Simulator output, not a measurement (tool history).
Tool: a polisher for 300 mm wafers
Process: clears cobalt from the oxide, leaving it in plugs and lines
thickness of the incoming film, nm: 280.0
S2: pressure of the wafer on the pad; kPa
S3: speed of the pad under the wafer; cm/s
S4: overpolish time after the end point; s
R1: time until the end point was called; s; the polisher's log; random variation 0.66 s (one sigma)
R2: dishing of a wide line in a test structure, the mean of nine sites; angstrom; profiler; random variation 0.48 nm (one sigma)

{"run": 1, "day": 0.0, "flow of slurry (ml/min)": 205, "S2": 13.8, "S3": 108, "S4": 16, "R1": 53.694, "R2": 454.29}
{"run": 2, "day": 0.121, "flow of slurry (ml/min)": 205, "S2": 13.8, "S3": 126, "S4": 16, "R1": 47.52, "R2": 493.4}
{"run": 3, "day": 0.325, "flow of slurry (ml/min)": 205, "S2": 14.5, "S3": 124, "S4": 13, "R1": 45.188, "R2": 463.14}
{"run": 4, "day": 0.508, "flow of slurry (ml/min)": 205, "S2": 17.2, "S3": 124, "S4": 13, "R1": 37.466, "R2": 476.59}
{"run": 5, "day": 0.65, "flow of slurry (ml/min)": 205, "S2": 19.3, "S3": 124, "S4": 13, "R1": 34.954, "R2": 507.94}
{"run": 6, "day": 0.696, "flow of slurry (ml/min)": 205, "S2": 17.9, "S3": 122, "S4": 11, "R1": 37.776, "R2": 451.53}

Run 7 comes next. What will it give?
{"run": 7, "day": 0.883, "flow of slurry (ml/min)": 205, "S2": 17.2, "S3": 120, "S4": 10, "R1": "?", "R2": "?"}

Run 7 gave R1 38.672 s, R2 427.89 angstrom.

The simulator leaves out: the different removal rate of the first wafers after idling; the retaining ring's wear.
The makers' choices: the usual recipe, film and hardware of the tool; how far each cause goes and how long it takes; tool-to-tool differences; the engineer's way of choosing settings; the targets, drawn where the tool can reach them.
